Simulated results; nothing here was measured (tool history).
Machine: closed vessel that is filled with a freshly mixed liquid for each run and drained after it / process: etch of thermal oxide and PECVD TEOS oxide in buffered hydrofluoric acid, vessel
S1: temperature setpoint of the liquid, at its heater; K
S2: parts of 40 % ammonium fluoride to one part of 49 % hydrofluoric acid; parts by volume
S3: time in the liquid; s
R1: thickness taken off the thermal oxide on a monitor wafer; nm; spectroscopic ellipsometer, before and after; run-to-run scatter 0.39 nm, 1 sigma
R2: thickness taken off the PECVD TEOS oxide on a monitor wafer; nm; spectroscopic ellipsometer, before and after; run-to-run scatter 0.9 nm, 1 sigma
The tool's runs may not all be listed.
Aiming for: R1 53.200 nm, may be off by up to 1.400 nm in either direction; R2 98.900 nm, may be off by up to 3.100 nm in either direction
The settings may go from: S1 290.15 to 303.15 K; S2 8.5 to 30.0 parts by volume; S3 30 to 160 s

run	hour	S1	S2	S3	R1	R2
1	0.0	295.15	23.0	80	41.371	77.796
2	3.4	296.15	23.0	80	43.009	80.955
3	5.3	298.65	23.0	80	49.975	92.446
4	14.2	298.65	18.5	80	60.051	111.440
5	21.0	298.15	18.5	80	57.674	107.570
6	25.9	298.15	18.5	60	43.357	81.118
7	29.0	298.15	18.5	60	44.000	79.736
8	31.2	298.65	18.5	60	44.229	81.254
9	35.5	299.15	18.5	60	45.682	84.581
10	41.5	299.65	18.5	60	47.393	89.012

Which of these 4 next moves meets every target?
A	47.5	298.15	16.0	60	?	?
B	47.5	300.65	17.5	60	?	?
C	47.5	300.15	21.5	55	?	?
D	47.5	299.65	19.0	65	?	?

move	R1	R2
A	50.139	93.005
B	52.530	97.440
C	39.116	72.557
D	49.740	92.264
A: better than the last run, though not everything is in spec
B: all results in spec
C: misses by more than the last run did
D: better than the last run, though not everything is in spec
The right move is B.

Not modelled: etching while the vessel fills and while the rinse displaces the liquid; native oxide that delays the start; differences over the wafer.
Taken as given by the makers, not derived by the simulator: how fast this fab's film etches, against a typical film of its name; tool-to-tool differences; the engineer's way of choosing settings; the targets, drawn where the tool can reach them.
